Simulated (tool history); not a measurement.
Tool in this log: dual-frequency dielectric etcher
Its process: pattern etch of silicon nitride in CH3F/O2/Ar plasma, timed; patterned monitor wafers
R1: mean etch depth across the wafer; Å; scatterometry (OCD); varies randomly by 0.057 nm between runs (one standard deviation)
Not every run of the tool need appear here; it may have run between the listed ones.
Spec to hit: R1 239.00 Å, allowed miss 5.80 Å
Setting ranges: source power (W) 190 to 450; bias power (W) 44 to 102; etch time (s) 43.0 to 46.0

Run 1, hour 0.0: source power (W) 320, bias power (W) 73, etch time (s) 46.0. Result: R1 295.62 Å.
Run 2, hour 7.8: source power (W) 300, bias power (W) 70, etch time (s) 45.5. Result: R1 283.13 Å.
Run 3, hour 11.1: source power (W) 300, bias power (W) 79, etch time (s) 45.5. Result: R1 294.31 Å.
Run 4, hour 19.3: source power (W) 300, bias power (W) 79, etch time (s) 46.0. Result: R1 298.65 Å.
Run 5, hour 20.6: source power (W) 270, bias power (W) 79, etch time (s) 46.0. Result: R1 290.60 Å.
Run 6, hour 23.7: source power (W) 260, bias power (W) 74, etch time (s) 45.5. Result: R1 277.37 Å.
Run 7, hour 28.7: source power (W) 250, bias power (W) 71, etch time (s) 45.0. Result: R1 266.76 Å.
Run 8, hour 30.3: source power (W) 190, bias power (W) 62, etch time (s) 44.0. Result: R1 230.12 Å.
Run 9, hour 32.1: source power (W) 200, bias power (W) 62, etch time (s) 44.0. Result: R1 232.82 Å.
Run 10, hour 34.5: source power (W) 200, bias power (W) 62, etch time (s) 44.0. Result: R1 232.82 Å.
Run 11, hour 35.3: source power (W) 200, bias power (W) 62, etch time (s) 44.0. Result: R1 233.12 Å.

5 next moves are on the table. One of them brings every result within its allowed miss. Which?
Run A, hour 36.1: source power (W) 230, bias power (W) 52, etch time (s) 43.0. Result: R1 ?.
Run B, hour 36.1: source power (W) 220, bias power (W) 58, etch time (s) 43.0. Result: R1 ?.
Run C, hour 36.1: source power (W) 190, bias power (W) 57, etch time (s) 45.0. Result: R1 ?.
Run D, hour 36.1: source power (W) 200, bias power (W) 59, etch time (s) 44.0. Result: R1 ?.
Run E, hour 36.1: source power (W) 240, bias power (W) 59, etch time (s) 43.5. Result: R1 ?.

move      R1
   A  223.07
   B  228.51
   C  228.05
   D  228.92
   E  238.51
A: its largest miss is bigger than the last run's
B: its largest miss is bigger than the last run's
C: its largest miss is bigger than the last run's
D: its largest miss is bigger than the last run's
E: each result inside its tolerance
The move that meets every target is E.
